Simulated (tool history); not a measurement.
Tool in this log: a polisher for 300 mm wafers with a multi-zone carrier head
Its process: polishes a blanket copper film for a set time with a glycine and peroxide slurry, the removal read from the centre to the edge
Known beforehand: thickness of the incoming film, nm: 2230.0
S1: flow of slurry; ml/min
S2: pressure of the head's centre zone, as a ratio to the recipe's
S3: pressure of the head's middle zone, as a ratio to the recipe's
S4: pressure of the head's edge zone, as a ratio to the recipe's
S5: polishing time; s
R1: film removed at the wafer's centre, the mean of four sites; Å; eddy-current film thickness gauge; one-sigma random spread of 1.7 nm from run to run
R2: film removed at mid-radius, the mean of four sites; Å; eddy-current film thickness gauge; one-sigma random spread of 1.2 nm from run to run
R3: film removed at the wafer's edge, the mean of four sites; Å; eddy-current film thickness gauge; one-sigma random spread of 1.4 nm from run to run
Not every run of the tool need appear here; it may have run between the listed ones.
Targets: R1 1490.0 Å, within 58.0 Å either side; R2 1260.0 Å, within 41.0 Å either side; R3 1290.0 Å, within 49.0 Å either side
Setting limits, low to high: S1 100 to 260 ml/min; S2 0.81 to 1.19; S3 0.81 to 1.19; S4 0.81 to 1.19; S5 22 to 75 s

run	hour	S1	S2	S3	S4	S5	R1	R2	R3
1	0.0	165	1.00	1.00	1.00	48	1565.6	1499.2	1535.5
2	2.4	165	1.00	1.08	1.00	48	1532.7	1593.7	1527.3
3	6.2	190	1.00	1.08	1.00	48	1578.6	1636.3	1558.8
4	9.8	160	1.00	1.08	1.00	48	1515.9	1579.8	1542.5
5	11.4	185	1.00	1.08	1.00	48	1584.6	1655.4	1545.7
6	12.7	225	1.00	1.08	1.00	48	1604.0	1655.0	1582.6
7	16.0	220	1.01	1.02	0.95	46	1554.6	1516.9	1480.9
8	19.5	210	1.02	0.98	0.91	45	1556.5	1460.7	1439.1
9	22.8	205	1.03	0.95	0.89	44	1506.0	1356.8	1390.9
10	25.9	200	1.05	0.94	0.87	43	1487.8	1292.9	1361.4

Which one of the following 5 next-run settings gets every result inside its allowed miss? There is exactly one.
A	29.0	190	1.09	0.93	0.84	42	?	?	?
B	29.0	225	1.18	0.84	0.86	41	?	?	?
C	29.0	230	1.00	0.93	0.87	44	?	?	?
D	29.0	190	1.13	0.81	0.89	45	?	?	?
E	29.0	180	1.08	0.82	1.07	42	?	?	?

move	R1	R2	R3
A	1520.9	1280.7	1294.5
B	1639.0	1177.0	1299.7
C	1516.1	1378.1	1402.6
D	1683.2	1225.4	1421.9
E	1492.9	1145.4	1427.3
A: each result inside its tolerance
B: puts the biggest miss on target and leaves a different result outside tolerance
C: further off than the last run
D: further off than the last run
E: further off than the last run
Go with A: it meets all targets.
